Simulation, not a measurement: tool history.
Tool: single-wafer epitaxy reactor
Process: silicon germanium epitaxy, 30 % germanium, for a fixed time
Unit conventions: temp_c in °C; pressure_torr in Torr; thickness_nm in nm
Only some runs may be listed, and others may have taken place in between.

Run 1, hour 0: temp_c 605 °C, pressure_torr 27.5 Torr. Result: thickness_nm 73.531 nm.
Run 2, hour 6.2: temp_c 603 °C, pressure_torr 27.4 Torr. Result: thickness_nm 70.19 nm.
Run 3, hour 13.6: temp_c 603 °C, pressure_torr 31 Torr. Result: thickness_nm 73.89 nm.
Run 4, hour 20.3: temp_c 607 °C, pressure_torr 31 Torr. Result: thickness_nm 81.043 nm.
Run 5, hour 26.6: temp_c 605 °C, pressure_torr 30.9 Torr. Result: thickness_nm 77.459 nm.
Run 6, hour 28.9: temp_c 603 °C, pressure_torr 30.9 Torr. Result: thickness_nm 74.594 nm.
Run 7, hour 33.5: temp_c 601 °C, pressure_torr 30.9 Torr. Result: thickness_nm 71.322 nm.
Run 8, hour 34.8: temp_c 599 °C, pressure_torr 30.9 Torr. Result: thickness_nm 68.513 nm.
Run 9, hour 40.4: temp_c 597 °C, pressure_torr 30.9 Torr. Result: thickness_nm 65.863 nm.
Run 10, hour 49.3: temp_c 597 °C, pressure_torr 30.9 Torr. Result: thickness_nm 66.077 nm.
Run 11, hour 52.3: temp_c 596 °C, pressure_torr 30.9 Torr. Result: thickness_nm 64.595 nm.
Run 12, hour 57.9: temp_c 595 °C, pressure_torr 30.9 Torr. Result: thickness_nm 62.866 nm.
Run 13, hour 59.6: temp_c 594 °C, pressure_torr 30.9 Torr. Result: thickness_nm 61.683 nm.

Predict the results of run 14:
Run 14, hour 67.3: temp_c 593 °C, pressure_torr 30.9 Torr. Result: thickness_nm ?.

thickness_nm: 59.973 nm

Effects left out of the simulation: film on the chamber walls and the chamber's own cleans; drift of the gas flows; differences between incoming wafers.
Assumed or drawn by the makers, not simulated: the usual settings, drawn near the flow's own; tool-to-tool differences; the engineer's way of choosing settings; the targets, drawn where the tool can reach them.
